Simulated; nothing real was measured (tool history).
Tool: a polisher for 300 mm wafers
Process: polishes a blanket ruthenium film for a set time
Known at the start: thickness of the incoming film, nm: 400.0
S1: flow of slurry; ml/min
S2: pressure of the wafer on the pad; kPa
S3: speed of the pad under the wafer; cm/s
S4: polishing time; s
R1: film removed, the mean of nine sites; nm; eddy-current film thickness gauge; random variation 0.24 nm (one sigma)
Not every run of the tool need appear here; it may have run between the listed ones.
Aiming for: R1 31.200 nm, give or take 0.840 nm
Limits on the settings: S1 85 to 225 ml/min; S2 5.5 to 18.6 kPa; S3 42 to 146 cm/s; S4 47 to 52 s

run  hour   S1    S2  S3  S4      R1
  1   0.0  145  11.7  94  52  50.048
  2   8.8  145   9.0  94  52  38.815
  3  11.3  145   9.0  94  52  38.662
  4  15.4  145  11.0  94  52  47.137
  5  18.5  110  11.0  94  52  43.841
  6  25.3  130  11.0  94  52  46.011
  7  28.4  125  10.3  94  52  42.704
  8  32.4  120  10.3  94  52  41.572
  9  33.4  115  10.3  94  52  41.362
 10  39.5  110  10.3  94  52  41.389
 11  42.4  100   9.0  94  52  35.551

Which single option among these 5 for the next run brings every result within its allowed miss of target? Just one does.
  A  45.3   95  9.0   90  47   ?
  B  45.3  100  8.3   88  49   ?
  C  45.3   95  9.0   94  47   ?
  D  45.3  110  6.9  102  50   ?
  E  45.3  160  9.7   88  52   ?

move      R1
   A  29.695
   B  28.508
   C  30.961
   D  28.945
   E  39.135
A: pushes the last run's worst result past its target
B: pushes the last run's worst result past its target
C: every result within its allowed miss
D: pushes the last run's worst result past its target
E: moves away from the targets compared with the last run
C is the move that brings every result within its allowed miss.
